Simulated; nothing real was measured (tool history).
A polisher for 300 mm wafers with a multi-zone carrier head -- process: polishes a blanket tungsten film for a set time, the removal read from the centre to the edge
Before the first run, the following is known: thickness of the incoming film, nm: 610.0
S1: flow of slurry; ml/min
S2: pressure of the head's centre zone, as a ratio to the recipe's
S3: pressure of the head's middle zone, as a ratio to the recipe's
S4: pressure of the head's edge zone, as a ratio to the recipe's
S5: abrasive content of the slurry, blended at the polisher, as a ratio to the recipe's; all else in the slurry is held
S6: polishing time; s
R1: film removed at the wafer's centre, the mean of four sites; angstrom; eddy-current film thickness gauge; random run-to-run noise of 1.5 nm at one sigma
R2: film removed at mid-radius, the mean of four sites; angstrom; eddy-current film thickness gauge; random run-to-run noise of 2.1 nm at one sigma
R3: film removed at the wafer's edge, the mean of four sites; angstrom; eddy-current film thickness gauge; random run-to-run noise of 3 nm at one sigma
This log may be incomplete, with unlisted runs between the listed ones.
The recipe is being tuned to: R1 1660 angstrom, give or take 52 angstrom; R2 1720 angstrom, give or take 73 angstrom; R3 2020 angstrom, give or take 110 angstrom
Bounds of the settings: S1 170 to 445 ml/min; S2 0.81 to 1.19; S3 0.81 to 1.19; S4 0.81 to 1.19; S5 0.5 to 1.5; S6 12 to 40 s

Run 1, hour 0: S1 285 ml/min, S2 1, S3 1, S4 1, S5 1, S6 26 s. Result: R1 2055.8 angstrom, R2 2042.9 angstrom, R3 2095.3 angstrom.
Run 2, hour 3.6: S1 285 ml/min, S2 1, S3 1, S4 1, S5 1.15, S6 26 s. Result: R1 2106.5 angstrom, R2 2095.1 angstrom, R3 2145.7 angstrom.
Run 3, hour 8.3: S1 280 ml/min, S2 0.96, S3 0.97, S4 1, S5 1.1, S6 26 s. Result: R1 2015.5 angstrom, R2 2066.9 angstrom, R3 2151.1 angstrom.
Run 4, hour 11.1: S1 280 ml/min, S2 0.96, S3 0.97, S4 1, S5 1.25, S6 26 s. Result: R1 2082.4 angstrom, R2 2148.5 angstrom, R3 2165.4 angstrom.
Run 5, hour 13.5: S1 280 ml/min, S2 0.96, S3 0.97, S4 1, S5 1.35, S6 26 s. Result: R1 2125.3 angstrom, R2 2215.1 angstrom, R3 2155.7 angstrom.
Run 6, hour 22.2: S1 280 ml/min, S2 0.96, S3 0.97, S4 1, S5 1.35, S6 20 s. Result: R1 1620.3 angstrom, R2 1668.9 angstrom, R3 1673.3 angstrom.
Run 7, hour 28: S1 280 ml/min, S2 0.94, S3 0.95, S4 1.04, S5 1.35, S6 20 s. Result: R1 1595.7 angstrom, R2 1615.5 angstrom, R3 1719.2 angstrom.
Run 8, hour 35: S1 285 ml/min, S2 0.93, S3 0.95, S4 1.07, S5 1.4, S6 20 s. Result: R1 1627.6 angstrom, R2 1663.4 angstrom, R3 1806.5 angstrom.
Run 9, hour 38.4: S1 290 ml/min, S2 0.92, S3 0.95, S4 1.09, S5 1.4, S6 20 s. Result: R1 1588.4 angstrom, R2 1674 angstrom, R3 1798.6 angstrom.
Run 10, hour 40.9: S1 265 ml/min, S2 0.9, S3 0.87, S4 1.18, S5 1.5, S6 22 s. Result: R1 1724.1 angstrom, R2 1726.1 angstrom, R3 2071.1 angstrom.

Which one of the following 4 next-run settings gets every result inside its allowed miss? There is exactly one.
Run A, hour 43.4: S1 245 ml/min, S2 0.94, S3 0.89, S4 1.12, S5 1.5, S6 19 s. Result: R1 ?, R2 ?, R3 ?.
Run B, hour 43.4: S1 210 ml/min, S2 0.9, S3 0.9, S4 1.17, S5 1.4, S6 22 s. Result: R1 ?, R2 ?, R3 ?.
Run C, hour 43.4: S1 290 ml/min, S2 0.95, S3 0.9, S4 1.15, S5 1.5, S6 21 s. Result: R1 ?, R2 ?, R3 ?.
Run D, hour 43.4: S1 310 ml/min, S2 0.84, S3 0.82, S4 1.19, S5 1.4, S6 21 s. Result: R1 ?, R2 ?, R3 ?.

move      R1      R2      R3
   A  1538.5    1508  1739.2
   B  1647.4  1690.7  1988.4
   C  1754.7  1715.7  1978.9
   D  1574.3  1583.3  1991.3
A: takes the result that was furthest off past its target
B: all results land within tolerance of their targets
C: its largest miss is bigger than the last run's
D: takes the result that was furthest off past its target
B is the move that brings every result within its allowed miss.
